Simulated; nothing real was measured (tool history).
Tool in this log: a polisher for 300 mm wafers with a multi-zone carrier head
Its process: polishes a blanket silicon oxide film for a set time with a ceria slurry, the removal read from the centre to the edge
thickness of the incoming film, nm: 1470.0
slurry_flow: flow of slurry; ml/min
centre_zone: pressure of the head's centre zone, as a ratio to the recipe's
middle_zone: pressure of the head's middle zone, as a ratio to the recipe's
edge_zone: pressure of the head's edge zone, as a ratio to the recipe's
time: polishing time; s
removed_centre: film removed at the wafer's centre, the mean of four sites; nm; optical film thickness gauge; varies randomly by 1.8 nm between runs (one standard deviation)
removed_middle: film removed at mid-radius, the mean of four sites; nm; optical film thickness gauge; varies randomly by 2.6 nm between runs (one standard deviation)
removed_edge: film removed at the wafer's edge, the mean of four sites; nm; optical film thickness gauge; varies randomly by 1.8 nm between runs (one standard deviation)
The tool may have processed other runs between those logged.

run,hour,slurry_flow,centre_zone,middle_zone,edge_zone,time,removed_centre,removed_middle,removed_edge
1,0.0,295,1.00,1.00,1.00,59,310.05,306.84,296.73
2,8.0,290,0.98,1.00,0.98,54,281.73,281.89,271.01
3,13.2,250,0.98,1.00,0.98,54,279.50,284.27,269.78
4,18.9,250,0.98,0.92,0.98,54,271.31,267.30,263.07
5,19.9,200,0.98,0.92,0.98,54,263.45,259.61,262.47
6,26.1,200,0.96,0.92,0.96,50,240.78,238.50,242.16
7,30.9,205,0.94,0.95,0.94,47,224.18,231.33,225.95
8,39.2,205,0.92,0.96,0.92,45,209.02,219.29,211.89
9,40.8,205,0.91,0.97,0.91,44,205.43,221.26,207.30
10,46.2,205,0.90,0.97,0.90,43,194.90,216.05,205.16
11,48.5,210,0.90,1.01,0.86,31,141.15,159.22,143.08
12,49.8,210,0.90,1.02,0.88,32,145.21,159.65,150.38
13,57.4,245,0.92,1.12,0.93,36,171.99,203.37,171.41
14,65.4,245,0.91,1.11,0.93,36,171.69,205.92,175.02
15,68.5,245,0.91,1.10,0.93,36,168.02,201.63,173.92
16,72.7,245,0.91,1.09,0.93,36,169.95,197.82,176.57

Run 17, settings as shown, results not yet in. Your forecast:
17,81.4,245,0.91,1.08,0.93,36,?,?,?

removed_centre: 173.64 nm
removed_middle: 201.91 nm
removed_edge: 178.06 nm

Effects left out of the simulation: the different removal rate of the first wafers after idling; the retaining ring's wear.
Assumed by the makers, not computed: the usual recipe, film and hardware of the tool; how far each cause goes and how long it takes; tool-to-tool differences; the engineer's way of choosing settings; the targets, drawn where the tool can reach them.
